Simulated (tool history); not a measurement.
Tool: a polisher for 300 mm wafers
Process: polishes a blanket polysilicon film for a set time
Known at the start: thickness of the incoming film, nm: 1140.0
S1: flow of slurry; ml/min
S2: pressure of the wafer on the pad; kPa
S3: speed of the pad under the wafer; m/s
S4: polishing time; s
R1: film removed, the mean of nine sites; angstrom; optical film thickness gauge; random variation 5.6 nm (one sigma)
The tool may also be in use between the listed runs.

Run 1, hour 0: S1 255 ml/min, S2 20.7 kPa, S3 1.22 m/s, S4 55 s. Result: R1 5057.2 angstrom.
Run 2, hour 3.5: S1 255 ml/min, S2 22.8 kPa, S3 1.22 m/s, S4 55 s. Result: R1 5570.5 angstrom.
Run 3, hour 8.4: S1 255 ml/min, S2 26.2 kPa, S3 1.22 m/s, S4 55 s. Result: R1 6288 angstrom.
Run 4, hour 11.7: S1 255 ml/min, S2 23.4 kPa, S3 1.22 m/s, S4 55 s. Result: R1 5685.7 angstrom.
Run 5, hour 15.2: S1 255 ml/min, S2 23.4 kPa, S3 1.22 m/s, S4 58 s. Result: R1 5985.5 angstrom.
Run 6, hour 17.8: S1 255 ml/min, S2 23.4 kPa, S3 1.42 m/s, S4 58 s. Result: R1 6881.8 angstrom.
Run 7, hour 22.9: S1 255 ml/min, S2 21.4 kPa, S3 1.4 m/s, S4 58 s. Result: R1 5991.9 angstrom.
At hour 27.7: slurry nozzle cleaned.
Run 8, hour 27.7: S1 255 ml/min, S2 20 kPa, S3 1.38 m/s, S4 58 s. Result: R1 5945 angstrom.
Run 9, hour 32.4: S1 255 ml/min, S2 18.6 kPa, S3 1.36 m/s, S4 58 s. Result: R1 5316.5 angstrom.
Run 10, hour 36.2: S1 255 ml/min, S2 17.9 kPa, S3 1.36 m/s, S4 58 s. Result: R1 5172.2 angstrom.

Forecast run 11:
Run 11, hour 42.8: S1 255 ml/min, S2 12.4 kPa, S3 1.32 m/s, S4 58 s. Result: R1 ?.

R1: 3609.9 angstrom

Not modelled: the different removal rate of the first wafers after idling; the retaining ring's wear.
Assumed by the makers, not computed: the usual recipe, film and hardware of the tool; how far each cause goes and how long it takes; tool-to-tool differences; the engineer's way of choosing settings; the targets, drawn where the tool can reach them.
